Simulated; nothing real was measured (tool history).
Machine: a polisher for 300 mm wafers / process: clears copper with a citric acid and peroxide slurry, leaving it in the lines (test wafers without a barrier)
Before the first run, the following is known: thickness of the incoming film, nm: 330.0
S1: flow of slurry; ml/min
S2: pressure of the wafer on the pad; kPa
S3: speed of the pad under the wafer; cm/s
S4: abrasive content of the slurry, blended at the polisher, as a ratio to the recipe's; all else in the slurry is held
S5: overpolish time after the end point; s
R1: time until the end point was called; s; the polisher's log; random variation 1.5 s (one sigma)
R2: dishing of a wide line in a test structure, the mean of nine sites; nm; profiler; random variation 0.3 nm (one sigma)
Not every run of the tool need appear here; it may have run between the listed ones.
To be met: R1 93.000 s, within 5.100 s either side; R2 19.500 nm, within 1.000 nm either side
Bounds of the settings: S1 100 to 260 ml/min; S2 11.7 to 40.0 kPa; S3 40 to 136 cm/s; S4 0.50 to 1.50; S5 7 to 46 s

run,hour,S1,S2,S3,S4,S5,R1,R2
1,0.0,165,25.5,88,1.00,24,119.890,33.653
2,2.6,165,25.5,90,1.00,21,114.690,30.625
3,7.4,160,25.5,94,0.95,18,116.820,27.908
4,9.4,185,25.5,94,0.95,18,114.450,28.342
5,11.6,185,25.5,102,0.95,18,104.160,30.208
6,16.7,170,25.5,104,0.95,16,104.200,27.725
7,23.0,155,24.8,110,0.95,14,102.430,25.368
8,30.6,145,24.8,114,0.95,13,102.520,23.753
9,38.8,140,24.8,116,0.95,12,98.950,23.481
10,44.5,140,24.8,116,0.95,12,98.948,23.069
11,47.3,135,24.8,116,0.95,11,97.855,21.623
12,54.9,130,24.8,116,0.95,11,99.245,21.725
13,58.3,180,24.1,118,0.95,7,93.317,15.101
14,59.3,170,24.8,118,0.95,7,95.030,15.324
15,62.2,160,25.5,118,0.95,7,96.374,15.817
16,69.9,160,25.5,118,0.95,7,93.349,15.714
17,77.0,155,25.5,118,0.90,7,94.784,15.400
18,77.7,150,25.5,120,0.90,7,94.967,15.803
19,85.1,145,25.5,120,0.90,7,92.192,14.785
20,89.2,145,24.8,122,0.90,7,95.269,15.500
21,96.3,140,24.8,122,0.90,7,95.432,15.711
22,99.0,135,24.8,122,0.90,7,95.569,15.343

Exercise: of the 4 proposed moves below, exactly one satisfies all targets within the stated allowed misses. Which move is it?
A,101.7,135,23.4,130,1.00,9,?,?
B,101.7,140,26.9,116,0.95,8,?,?
C,101.7,165,19.3,136,1.00,11,?,?
D,101.7,165,23.4,122,0.90,11,?,?

move,R1,R2
A,92.406,19.690
B,95.114,17.445
C,94.767,22.638
D,96.628,22.341
A: every result lands within tolerance
B: closes in on the targets versus the last run, not all within tolerance yet
C: carries the result that was furthest off beyond its target, to the other side
D: carries the result that was furthest off beyond its target, to the other side
A is the move that brings every result within its allowed miss.
